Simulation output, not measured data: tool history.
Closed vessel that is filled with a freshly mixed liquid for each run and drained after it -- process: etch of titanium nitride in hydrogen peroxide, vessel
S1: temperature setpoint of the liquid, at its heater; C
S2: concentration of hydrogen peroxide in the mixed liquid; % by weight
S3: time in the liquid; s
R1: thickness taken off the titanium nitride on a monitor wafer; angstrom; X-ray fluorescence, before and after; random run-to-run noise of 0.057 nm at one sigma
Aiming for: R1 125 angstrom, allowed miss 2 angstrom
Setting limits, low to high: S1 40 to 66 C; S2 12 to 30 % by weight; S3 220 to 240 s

run	hour	S1	S2	S3	R1
1	0	56	22.5	220	246.84
2	3.7	56	22.5	220	245.56
3	8.9	62.5	22.5	220	379.84
4	10.5	62.5	22.5	220	379.05
5	12.2	62.5	22.5	240	413.93
6	17.8	62.5	18	240	394.26
7	22.8	62.5	18	240	397.54
8	30.4	59	18	240	311.63
9	37.1	59	18	240	310.94
# hour 41.6: thermometer replaced
10	41.6	56.5	18	240	242.89
11	50.1	55	18	240	217.01
12	51.1	53.5	18	240	194.45
13	58.8	52.5	18	240	181.48

4 candidate next runs follow, results not yet known. Just one meets every target within its allowed miss. Identify it.
A	66.5	49	15.5	220	?
B	66.5	49.5	21	225	?
C	66.5	48	20	240	?
D	66.5	58.5	22	220	?

move	R1
A	125.81
B	142.33
C	134.7
D	265.11
A: meets every target
B: closes in on the targets versus the last run, not all within tolerance yet
C: closes in on the targets versus the last run, not all within tolerance yet
D: lands further from the targets than the last run did
A meets every target.

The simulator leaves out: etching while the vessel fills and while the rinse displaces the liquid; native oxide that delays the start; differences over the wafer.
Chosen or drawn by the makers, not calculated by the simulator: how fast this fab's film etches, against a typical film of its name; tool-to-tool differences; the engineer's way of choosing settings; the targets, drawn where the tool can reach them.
